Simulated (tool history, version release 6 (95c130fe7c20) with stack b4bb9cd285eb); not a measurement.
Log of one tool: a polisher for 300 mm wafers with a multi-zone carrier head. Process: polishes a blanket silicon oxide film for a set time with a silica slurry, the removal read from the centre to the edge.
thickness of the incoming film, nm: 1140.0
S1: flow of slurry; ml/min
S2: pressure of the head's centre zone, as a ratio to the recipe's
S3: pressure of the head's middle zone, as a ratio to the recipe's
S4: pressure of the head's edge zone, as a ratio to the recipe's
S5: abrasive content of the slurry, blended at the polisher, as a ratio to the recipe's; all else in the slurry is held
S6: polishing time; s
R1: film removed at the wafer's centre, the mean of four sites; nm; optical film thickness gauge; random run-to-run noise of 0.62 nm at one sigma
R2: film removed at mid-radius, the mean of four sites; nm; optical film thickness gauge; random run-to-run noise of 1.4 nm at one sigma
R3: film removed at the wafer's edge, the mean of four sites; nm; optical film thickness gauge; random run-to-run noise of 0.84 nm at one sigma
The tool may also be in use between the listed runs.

run	day	S1	S2	S3	S4	S5	S6	R1	R2	R3
1	0.000	245	1.00	1.00	1.00	1.0	47	86.542	89.661	86.482
2	0.129	245	1.00	1.00	1.00	0.9	47	79.152	82.536	80.060
3	0.254	245	1.00	1.00	0.95	0.9	47	79.473	80.351	78.129
4	0.292	210	1.00	1.00	0.95	0.9	47	78.347	83.388	77.468
5	0.396	210	1.00	1.06	0.95	0.9	47	78.362	84.896	78.221
6	0.508	210	1.00	1.06	0.95	0.9	56	93.275	103.840	92.728
7	0.550	225	1.00	1.04	0.99	0.9	56	94.478	100.250	95.096
8	0.692	235	1.00	1.04	1.02	0.9	56	94.397	100.400	95.965

Estimate the outcome of run 9 from the log above:
9	0.925	240	1.00	1.04	1.05	0.9	56	?	?	?

Logged for run 9: R1 95.061 nm, R2 101.020 nm, R3 99.160 nm.
